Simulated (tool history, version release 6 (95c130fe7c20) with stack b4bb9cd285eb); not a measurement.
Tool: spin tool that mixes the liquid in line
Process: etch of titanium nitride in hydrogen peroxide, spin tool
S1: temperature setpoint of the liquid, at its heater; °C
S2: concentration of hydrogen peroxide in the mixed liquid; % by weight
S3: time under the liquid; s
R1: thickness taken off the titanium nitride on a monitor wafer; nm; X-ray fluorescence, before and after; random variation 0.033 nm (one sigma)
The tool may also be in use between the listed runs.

| run | hour | S1 | S2 | S3 | R1 |
|---|---|---|---|---|---|
| 1 | 0.0 | 45.0 | 18.5 | 80 | 2.2209 |
| 2 | 7.0 | 38.5 | 18.5 | 80 | 1.3314 |
| 3 | 12.6 | 38.5 | 18.5 | 80 | 1.3317 |
| 4 | 18.0 | 42.0 | 18.5 | 80 | 1.7379 |
| 5 | 23.0 | 36.0 | 18.5 | 80 | 1.1053 |
| 6 | 27.7 | 36.0 | 15.5 | 80 | 1.0546 |
| 7 | 28.4 | 40.5 | 15.5 | 80 | 1.5051 |
| 8 | 32.5 | 44.0 | 15.5 | 80 | 1.9598 |

Forecast run 9:
|  | 38.1 | new drum of peroxide connected |
| 9 | 38.1 | 52.0 | 16.0 | 80 | ? |

R1: 3.5807 nm
